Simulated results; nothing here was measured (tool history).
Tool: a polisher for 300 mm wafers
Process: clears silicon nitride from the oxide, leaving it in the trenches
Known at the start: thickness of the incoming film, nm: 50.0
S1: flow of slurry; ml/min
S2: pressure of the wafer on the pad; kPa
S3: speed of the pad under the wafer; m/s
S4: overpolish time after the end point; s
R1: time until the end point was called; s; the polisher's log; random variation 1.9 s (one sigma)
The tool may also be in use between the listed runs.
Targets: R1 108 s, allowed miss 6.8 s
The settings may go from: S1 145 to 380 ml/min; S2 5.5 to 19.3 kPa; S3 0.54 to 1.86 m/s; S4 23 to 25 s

run,hour,S1,S2,S3,S4,R1
1,0,245,12.4,1.18,23,67.984
2,8.7,200,12.4,1.18,23,68.787
3,13.2,235,12.4,1.18,23,66.336
4,18.3,235,11,1.16,23,75.659
5,20.6,235,11,1.38,23,64.378
6,25,235,9.7,1.34,23,77.768
7,26.1,235,9,1.32,23,83.167
8,31.8,235,8.3,1.32,23,88.273
9,35.8,235,7.6,1.32,23,97.806

4 next moves are on the table. One of them brings every result within its allowed miss. Which?
A,39.8,230,6.9,1.16,24,?
B,39.8,240,9,1.42,25,?
C,39.8,265,6.9,1.26,23,?
D,39.8,255,10.3,0.74,23,?

move,R1
A,120.64
B,76.766
C,109.49
D,124.59
A: takes the result that was furthest off past its target
B: further off than the last run
C: meets every target
D: takes the result that was furthest off past its target
The right move is C.
